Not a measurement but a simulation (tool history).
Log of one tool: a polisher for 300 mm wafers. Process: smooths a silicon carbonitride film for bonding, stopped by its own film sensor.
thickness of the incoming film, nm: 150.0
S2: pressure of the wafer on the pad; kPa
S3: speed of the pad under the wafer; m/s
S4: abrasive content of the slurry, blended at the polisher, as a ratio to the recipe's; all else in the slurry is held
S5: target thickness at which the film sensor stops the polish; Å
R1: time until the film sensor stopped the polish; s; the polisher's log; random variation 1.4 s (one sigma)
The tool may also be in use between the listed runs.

{"run": 1, "hour": 0.0, "flow of slurry (ml/min)": 190, "S2": 15.2, "S3": 0.84, "S4": 1, "S5": 1340, "R1": 78.667}
{"run": 2, "hour": 0.8, "flow of slurry (ml/min)": 190, "S2": 13.8, "S3": 0.84, "S4": 1, "S5": 1340, "R1": 86.809}
{"run": 3, "hour": 9.1, "flow of slurry (ml/min)": 190, "S2": 13.1, "S3": 0.84, "S4": 1, "S5": 1340, "R1": 90.689}
{"run": 4, "hour": 11.1, "flow of slurry (ml/min)": 190, "S2": 12.4, "S3": 0.84, "S4": 1, "S5": 1340, "R1": 93}
{"run": 5, "hour": 12.3, "flow of slurry (ml/min)": 190, "S2": 11.7, "S3": 0.84, "S4": 1, "S5": 1340, "R1": 99.813}
{"hour": 16.2, "done": "slurry blender recalibrated"}
{"run": 6, "hour": 16.2, "flow of slurry (ml/min)": 190, "S2": 11, "S3": 0.84, "S4": 1, "S5": 1340, "R1": 87.374}
{"run": 7, "hour": 19.0, "flow of slurry (ml/min)": 190, "S2": 11, "S3": 0.78, "S4": 1, "S5": 1340, "R1": 92.952}

Forecast run 8:
{"run": 8, "hour": 25.8, "flow of slurry (ml/min)": 185, "S2": 10.3, "S3": 0.78, "S4": 0.95, "S5": 1340, "R1": "?"}

Run 8 gave R1 99.387 s.
